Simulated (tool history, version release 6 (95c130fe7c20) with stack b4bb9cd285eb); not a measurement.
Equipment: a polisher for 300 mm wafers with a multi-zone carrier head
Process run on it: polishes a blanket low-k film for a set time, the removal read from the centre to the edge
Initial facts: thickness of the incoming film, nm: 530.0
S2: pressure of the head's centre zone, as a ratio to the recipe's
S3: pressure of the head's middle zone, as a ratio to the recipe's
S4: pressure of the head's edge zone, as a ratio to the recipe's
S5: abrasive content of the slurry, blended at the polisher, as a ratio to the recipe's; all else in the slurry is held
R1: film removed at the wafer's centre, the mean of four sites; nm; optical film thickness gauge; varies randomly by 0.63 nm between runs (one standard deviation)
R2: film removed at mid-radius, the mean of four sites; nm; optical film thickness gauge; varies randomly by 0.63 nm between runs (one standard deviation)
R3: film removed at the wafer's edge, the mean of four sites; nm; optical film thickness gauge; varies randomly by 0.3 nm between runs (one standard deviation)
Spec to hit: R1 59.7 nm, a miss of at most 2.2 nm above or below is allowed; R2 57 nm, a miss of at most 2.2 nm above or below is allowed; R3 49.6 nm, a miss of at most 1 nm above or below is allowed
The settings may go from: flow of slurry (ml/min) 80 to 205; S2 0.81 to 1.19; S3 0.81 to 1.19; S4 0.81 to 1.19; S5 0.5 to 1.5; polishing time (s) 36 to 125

Run 1, hour 0: flow of slurry (ml/min) 135, S2 1, S3 1, S4 1, S5 1, polishing time (s) 80. Result: R1 51.484 nm, R2 49.08 nm, R3 49.204 nm.
Run 2, hour 6.9: flow of slurry (ml/min) 135, S2 1, S3 1, S4 1, S5 1, polishing time (s) 93. Result: R1 59.456 nm, R2 57.304 nm, R3 57.238 nm.
Run 3, hour 14.1: flow of slurry (ml/min) 125, S2 1.02, S3 1.02, S4 0.96, S5 1, polishing time (s) 93. Result: R1 58.046 nm, R2 56.651 nm, R3 55.599 nm.
Run 4, hour 18.4: flow of slurry (ml/min) 105, S2 1.02, S3 1.02, S4 0.96, S5 1, polishing time (s) 93. Result: R1 54.81 nm, R2 53.776 nm, R3 53.575 nm.
Run 5, hour 23.3: flow of slurry (ml/min) 105, S2 1.05, S3 1.04, S4 0.93, S5 1, polishing time (s) 93. Result: R1 56.339 nm, R2 56.608 nm, R3 52.645 nm.
Run 6, hour 30.9: flow of slurry (ml/min) 105, S2 1.07, S3 1.04, S4 0.91, S5 1, polishing time (s) 93. Result: R1 56.985 nm, R2 54.833 nm, R3 52.2 nm.
Run 7, hour 38.3: flow of slurry (ml/min) 105, S2 1.09, S3 1.05, S4 0.89, S5 1, polishing time (s) 93. Result: R1 59.685 nm, R2 55.165 nm, R3 51.545 nm.
Run 8, hour 46.8: flow of slurry (ml/min) 105, S2 1.09, S3 1.06, S4 0.88, S5 1, polishing time (s) 93. Result: R1 59.222 nm, R2 57.694 nm, R3 51.107 nm.
Run 9, hour 49.1: flow of slurry (ml/min) 105, S2 1.1, S3 1.06, S4 0.87, S5 1, polishing time (s) 93. Result: R1 60.59 nm, R2 56.358 nm, R3 50.752 nm.

Which one of the following 4 next-run settings gets every result inside its allowed miss? There is exactly one.
Run A, hour 51.4: flow of slurry (ml/min) 90, S2 1.16, S3 1.13, S4 0.85, S5 1.05, polishing time (s) 92. Result: R1 ?, R2 ?, R3 ?.
Run B, hour 51.4: flow of slurry (ml/min) 105, S2 1.16, S3 1.06, S4 0.91, S5 0.9, polishing time (s) 94. Result: R1 ?, R2 ?, R3 ?.
Run C, hour 51.4: flow of slurry (ml/min) 115, S2 1.1, S3 1.16, S4 0.89, S5 1.05, polishing time (s) 83. Result: R1 ?, R2 ?, R3 ?.
Run D, hour 51.4: flow of slurry (ml/min) 155, S2 1.11, S3 1.05, S4 0.93, S5 0.85, polishing time (s) 97. Result: R1 ?, R2 ?, R3 ?.

move      R1      R2      R3
   A  60.596  57.393  49.672
   B  59.999  53.383  49.511
   C  57.096  57.384  48.274
   D  63.968  58.034  53.235
A: all results in spec
B: the worst result of the last run now meets its target, but another is out of spec
C: the result that was furthest off in the last run now lies on the other side of its target
D: misses by more than the last run did
Correct choice: A, which meets every target
